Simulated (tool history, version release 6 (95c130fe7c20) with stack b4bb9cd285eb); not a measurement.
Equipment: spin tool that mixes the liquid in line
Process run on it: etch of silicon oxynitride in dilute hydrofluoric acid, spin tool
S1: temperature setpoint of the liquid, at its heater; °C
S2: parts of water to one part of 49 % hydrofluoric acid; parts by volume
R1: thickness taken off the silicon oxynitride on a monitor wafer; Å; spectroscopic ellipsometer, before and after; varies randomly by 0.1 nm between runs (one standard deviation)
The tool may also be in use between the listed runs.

run 1 day=0.000 | S1=22.0 S2=120 time_under_the_liquid_(s)=260 | R1=45.777
run 2 day=0.079 | S1=22.0 S2=150 time_under_the_liquid_(s)=260 | R1=37.337
run 3 day=0.200 | S1=24.0 S2=150 time_under_the_liquid_(s)=260 | R1=40.190
run 4 day=0.529 | S1=27.5 S2=150 time_under_the_liquid_(s)=260 | R1=47.129
run 5 day=0.712 | S1=27.5 S2=150 time_under_the_liquid_(s)=285 | R1=51.328
run 6 day=0.975 | S1=30.0 S2=150 time_under_the_liquid_(s)=285 | R1=56.852

For run 7, what comes out?
run 7 day=1.029 | S1=30.0 S2=140 time_under_the_liquid_(s)=285 | R1=?

{"run 7": {"R1": 63.763}}
